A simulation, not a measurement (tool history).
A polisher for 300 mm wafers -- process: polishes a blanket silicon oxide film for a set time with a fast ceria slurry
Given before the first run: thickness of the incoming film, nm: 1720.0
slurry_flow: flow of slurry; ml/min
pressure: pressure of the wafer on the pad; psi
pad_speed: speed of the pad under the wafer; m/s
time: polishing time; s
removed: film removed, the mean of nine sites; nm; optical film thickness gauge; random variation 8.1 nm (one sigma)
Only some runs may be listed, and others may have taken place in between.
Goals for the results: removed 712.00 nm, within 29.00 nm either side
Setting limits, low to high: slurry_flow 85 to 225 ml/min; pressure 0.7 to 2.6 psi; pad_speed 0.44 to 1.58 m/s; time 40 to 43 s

run 1 hour=0.0 | slurry_flow=145 pressure=1.6 pad_speed=1.00 time=40 | removed=383.98
run 2 hour=8.9 | slurry_flow=145 pressure=1.6 pad_speed=0.80 time=40 | removed=306.13
run 3 hour=17.0 | slurry_flow=145 pressure=1.6 pad_speed=0.70 time=40 | removed=270.18
run 4 hour=22.2 | slurry_flow=145 pressure=1.4 pad_speed=0.70 time=40 | removed=244.31
run 5 hour=24.8 | slurry_flow=145 pressure=1.1 pad_speed=0.70 time=40 | removed=204.77
run 6 hour=26.2 | slurry_flow=145 pressure=1.1 pad_speed=0.70 time=43 | removed=223.10
run 7 hour=28.3 | slurry_flow=150 pressure=1.6 pad_speed=0.78 time=43 | removed=333.51
run 8 hour=30.6 | slurry_flow=160 pressure=1.9 pad_speed=0.82 time=43 | removed=395.98
run 9 hour=37.3 | slurry_flow=160 pressure=2.1 pad_speed=0.88 time=43 | removed=461.11
run 10 hour=46.1 | slurry_flow=160 pressure=2.3 pad_speed=0.94 time=43 | removed=537.45
run 11 hour=47.7 | slurry_flow=160 pressure=2.4 pad_speed=0.98 time=43 | removed=568.52
run 12 hour=52.4 | slurry_flow=165 pressure=2.5 pad_speed=1.02 time=43 | removed=620.63

4 next moves are on the table. One of them brings every result within its allowed miss. Which?
run A hour=57.1 | slurry_flow=160 pressure=2.6 pad_speed=1.12 time=43 | removed=?
run B hour=57.1 | slurry_flow=135 pressure=2.5 pad_speed=1.32 time=43 | removed=?
run C hour=57.1 | slurry_flow=170 pressure=2.2 pad_speed=1.44 time=43 | removed=?
run D hour=57.1 | slurry_flow=205 pressure=2.3 pad_speed=1.00 time=40 | removed=?

move=A removed=712.29
move=B removed=784.19
move=C removed=796.99
move=D removed=554.06
A: each result inside its tolerance
B: pushes the last run's worst result past its target
C: pushes the last run's worst result past its target
D: misses by more than the last run did
Answer: A
